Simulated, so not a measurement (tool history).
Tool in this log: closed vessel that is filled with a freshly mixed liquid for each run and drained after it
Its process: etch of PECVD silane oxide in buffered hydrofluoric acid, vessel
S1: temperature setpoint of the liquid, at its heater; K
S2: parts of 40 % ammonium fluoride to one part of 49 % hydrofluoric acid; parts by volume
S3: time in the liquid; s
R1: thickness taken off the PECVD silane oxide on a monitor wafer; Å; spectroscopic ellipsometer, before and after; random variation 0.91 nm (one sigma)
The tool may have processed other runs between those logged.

{"run": 1, "hour": 0.0, "S1": 293.15, "S2": 18.5, "S3": 90, "R1": 1357.6}
{"run": 2, "hour": 3.4, "S1": 293.15, "S2": 21, "S3": 90, "R1": 1222.6}
{"run": 3, "hour": 4.5, "S1": 291.15, "S2": 21, "S3": 90, "R1": 1089.5}
{"run": 4, "hour": 13.6, "S1": 294.15, "S2": 21, "S3": 90, "R1": 1286.4}
{"run": 5, "hour": 22.8, "S1": 294.15, "S2": 16.5, "S3": 90, "R1": 1612.4}
{"run": 6, "hour": 30.7, "S1": 294.15, "S2": 13.5, "S3": 90, "R1": 1969}
{"run": 7, "hour": 39.6, "S1": 295.15, "S2": 13.5, "S3": 90, "R1": 2076.1}

Run 8, settings as shown, results not yet in. Your forecast:
{"run": 8, "hour": 45.3, "S1": 295.65, "S2": 13.5, "S3": 90, "R1": "?"}

R1: 2126.8 Å

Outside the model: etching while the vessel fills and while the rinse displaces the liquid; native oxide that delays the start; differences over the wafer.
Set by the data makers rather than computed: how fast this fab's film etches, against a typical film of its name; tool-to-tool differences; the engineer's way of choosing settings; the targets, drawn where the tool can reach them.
